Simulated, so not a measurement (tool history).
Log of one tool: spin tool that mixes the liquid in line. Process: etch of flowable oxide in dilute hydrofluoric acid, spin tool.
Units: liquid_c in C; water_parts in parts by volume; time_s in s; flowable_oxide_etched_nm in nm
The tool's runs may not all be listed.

run,hour,liquid_c,water_parts,time_s,flowable_oxide_etched_nm
1,0.0,21.0,220,300,48.864
2,1.4,21.0,220,300,48.620
3,8.1,21.0,220,320,51.558
4,15.7,21.0,280,320,38.673
5,22.6,23.0,225,320,53.918
6,27.7,20.5,225,320,49.799
7,29.4,22.5,180,320,69.670
# hour 30.1: hydrofluoric acid flow meter replaced
8,30.1,24.0,150,320,98.553

The next listed run, before its measurement:
9,31.3,25.0,135,320,?

{"run 9": {"flowable_oxide_etched_nm": 115.62}}
